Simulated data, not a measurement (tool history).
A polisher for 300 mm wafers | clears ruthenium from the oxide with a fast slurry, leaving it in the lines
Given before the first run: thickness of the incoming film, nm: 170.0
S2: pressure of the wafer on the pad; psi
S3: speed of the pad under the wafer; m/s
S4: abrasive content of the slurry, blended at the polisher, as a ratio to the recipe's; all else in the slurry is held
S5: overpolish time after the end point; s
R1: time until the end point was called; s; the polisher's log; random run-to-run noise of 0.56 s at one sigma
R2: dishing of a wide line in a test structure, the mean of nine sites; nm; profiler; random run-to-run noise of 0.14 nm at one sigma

run 1 day=0 | flow_of_slurry_(ml/min)=265 S2=3 S3=0.82 S4=1 S5=11 | R1=39.202 R2=36.18
run 2 day=0.338 | flow_of_slurry_(ml/min)=265 S2=2.9 S3=0.82 S4=1 S5=10 | R1=40.682 R2=32.915
run 3 day=0.679 | flow_of_slurry_(ml/min)=265 S2=2.9 S3=0.82 S4=1 S5=5 | R1=41.331 R2=17.911
run 4 day=0.767 | flow_of_slurry_(ml/min)=265 S2=2.9 S3=0.8 S4=1 S5=5 | R1=42.685 R2=17.358
run 5 day=0.975 | flow_of_slurry_(ml/min)=265 S2=2.5 S3=0.8 S4=1 S5=5 | R1=46.728 R2=15.491
run 6 day=1.071 | flow_of_slurry_(ml/min)=270 S2=2.4 S3=0.82 S4=1.05 S5=5 | R1=47.236 R2=15.815
run 7 day=1.175 | flow_of_slurry_(ml/min)=255 S2=2.4 S3=0.84 S4=1 S5=5 | R1=46.424 R2=15.608
run 8 day=1.2 | flow_of_slurry_(ml/min)=245 S2=2.3 S3=0.88 S4=0.95 S5=5 | R1=48.046 R2=15.274
run 9 day=1.475 | flow_of_slurry_(ml/min)=235 S2=2.2 S3=0.92 S4=0.95 S5=5 | R1=47.413 R2=15.529
run 10 day=1.55 | flow_of_slurry_(ml/min)=255 S2=2.1 S3=0.92 S4=0.95 S5=5 | R1=49.019 R2=14.912
run 11 day=1.817 | flow_of_slurry_(ml/min)=255 S2=2.1 S3=0.92 S4=0.95 S5=5 | R1=48.274 R2=14.799
run 12 day=2.054 | flow_of_slurry_(ml/min)=275 S2=2 S3=0.96 S4=0.9 S5=5 | R1=49.518 R2=14.878
run 13 day=2.379 | flow_of_slurry_(ml/min)=260 S2=1.9 S3=0.94 S4=0.95 S5=5 | R1=50.863 R2=14.46
run 14 day=2.412 | flow_of_slurry_(ml/min)=185 S2=1.4 S3=0.84 S4=1.2 S5=3 | R1=68.829 R2=7.0292
run 15 day=2.575 | flow_of_slurry_(ml/min)=185 S2=1.4 S3=0.84 S4=1.2 S5=3 | R1=67.584 R2=6.8145

Expected results for the next run?
run 16 day=2.9 | flow_of_slurry_(ml/min)=195 S2=1.5 S3=0.84 S4=1.25 S5=3 | R1=? R2=?

{"run 16": {"R1": 63.116, "R2": 7.2652}}
